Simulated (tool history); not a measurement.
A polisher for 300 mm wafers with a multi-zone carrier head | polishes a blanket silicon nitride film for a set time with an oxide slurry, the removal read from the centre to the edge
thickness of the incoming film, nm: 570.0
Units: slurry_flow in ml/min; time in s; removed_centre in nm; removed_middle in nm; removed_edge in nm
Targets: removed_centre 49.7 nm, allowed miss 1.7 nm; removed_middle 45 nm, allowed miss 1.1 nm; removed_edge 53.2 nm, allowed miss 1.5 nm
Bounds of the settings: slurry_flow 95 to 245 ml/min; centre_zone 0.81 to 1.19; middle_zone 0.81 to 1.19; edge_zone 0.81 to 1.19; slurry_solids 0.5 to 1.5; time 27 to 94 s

| run | hour | slurry_flow | centre_zone | middle_zone | edge_zone | slurry_solids | time | removed_centre | removed_middle | removed_edge |
|---|---|---|---|---|---|---|---|---|---|---|
| 1 | 0 | 155 | 1 | 1 | 1 | 1 | 60 | 35.447 | 35.268 | 35.127 |
| 2 | 7 | 155 | 1 | 1 | 0.93 | 1 | 60 | 35.349 | 35.83 | 33.975 |
| 3 | 9.1 | 155 | 1 | 1 | 0.93 | 1 | 75 | 45.066 | 44.087 | 41.912 |
| 4 | 10.6 | 160 | 1 | 0.99 | 0.96 | 1 | 75 | 44.54 | 44.447 | 43.289 |
| 5 | 16.9 | 160 | 1 | 0.99 | 0.91 | 1 | 75 | 44.406 | 44.334 | 42.186 |
| 6 | 20.1 | 125 | 1 | 0.99 | 0.91 | 1 | 75 | 42.254 | 42.188 | 41.09 |
| 7 | 27.9 | 130 | 1 | 0.98 | 0.94 | 1 | 75 | 44.046 | 42.356 | 42.096 |
| 8 | 34.3 | 140 | 0.99 | 0.97 | 0.97 | 1 | 75 | 43.998 | 42.545 | 42.094 |
| 9 | 41.2 | 135 | 0.98 | 0.95 | 1 | 1.05 | 75 | 43.931 | 42.763 | 43.915 |
| 10 | 47.9 | 140 | 0.98 | 0.94 | 1.03 | 1.1 | 75 | 45.854 | 44.801 | 46.239 |
| 11 | 54.5 | 140 | 0.98 | 0.92 | 1.05 | 1.1 | 75 | 45.046 | 43.225 | 46.871 |
| 12 | 55.3 | 145 | 0.99 | 0.92 | 1.07 | 1.1 | 75 | 46.866 | 43.018 | 47.328 |
| 13 | 63.1 | 150 | 0.99 | 0.92 | 1.09 | 1.1 | 75 | 47.087 | 44.105 | 48.714 |
| 14 | 65.7 | 155 | 0.99 | 0.92 | 1.1 | 1.1 | 75 | 46.457 | 44.192 | 48.628 |
| 15 | 73.3 | 160 | 0.99 | 0.92 | 1.11 | 1.1 | 75 | 47.013 | 44.514 | 49.082 |
| 16 | 79 | 165 | 0.99 | 0.91 | 1.12 | 1.1 | 75 | 48.14 | 44.541 | 49.895 |
| 17 | 86.2 | 165 | 0.99 | 0.91 | 1.13 | 1.1 | 75 | 47.415 | 44.022 | 49.576 |
| 18 | 93.5 | 170 | 0.99 | 0.91 | 1.14 | 1.1 | 75 | 48.827 | 44.455 | 50.847 |
| 19 | 94.8 | 170 | 0.99 | 0.91 | 1.15 | 1.1 | 75 | 47.547 | 44.117 | 49.827 |

Which of these 5 next moves meets every target?
| A | 96.1 | 130 | 0.97 | 0.86 | 1.1 | 1.15 | 82 | ? | ? | ? |
| B | 96.1 | 180 | 1.03 | 0.98 | 1.06 | 1.05 | 75 | ? | ? | ? |
| C | 96.1 | 230 | 1 | 0.97 | 1.04 | 1 | 72 | ? | ? | ? |
| D | 96.1 | 145 | 1.06 | 0.86 | 1.19 | 1.05 | 79 | ? | ? | ? |
| E | 96.1 | 190 | 1 | 0.94 | 1.1 | 1.1 | 72 | ? | ? | ? |

| move | removed_centre | removed_middle | removed_edge |
|---|---|---|---|
| A | 49.582 | 44.897 | 53.264 |
| B | 48.697 | 46.145 | 47.401 |
| C | 45.966 | 44.152 | 44.898 |
| D | 50.291 | 41.994 | 51.563 |
| E | 47.261 | 44.377 | 47.973 |
A: meets every target
B: further off than the last run
C: further off than the last run
D: further off than the last run
E: further off than the last run
Move A is the one to make.

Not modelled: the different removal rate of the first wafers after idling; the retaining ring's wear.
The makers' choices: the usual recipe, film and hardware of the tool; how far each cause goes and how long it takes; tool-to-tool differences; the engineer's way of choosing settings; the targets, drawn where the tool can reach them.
